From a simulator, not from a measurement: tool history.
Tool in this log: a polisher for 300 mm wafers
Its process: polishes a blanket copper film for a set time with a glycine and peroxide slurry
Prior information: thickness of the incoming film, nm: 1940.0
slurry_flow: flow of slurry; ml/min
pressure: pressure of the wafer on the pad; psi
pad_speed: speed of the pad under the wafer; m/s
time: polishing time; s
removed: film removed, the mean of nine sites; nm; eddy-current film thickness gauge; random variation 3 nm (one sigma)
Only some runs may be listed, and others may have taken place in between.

run	hour	slurry_flow	pressure	pad_speed	time	removed
1	0	245	1.7	0.92	100	426.4
2	2.1	245	1.5	0.9	100	389.24
3	8.1	245	1.5	0.9	100	394.27
4	11.7	245	1.4	0.86	100	366.64
5	18.4	195	1.4	0.86	100	351.66
6	25.6	195	1.4	0.98	100	387.78
7	32.5	190	1.3	0.94	100	358.48
8	36.5	190	1.2	0.92	100	337.66
9	39.6	190	1.1	0.9	100	320.97
10	45.1	190	1	0.88	100	302.98

Estimate the outcome of run 11 from the log above:
11	49.9	190	1	0.86	100	?

{"run 11": {"removed": 293.71}}
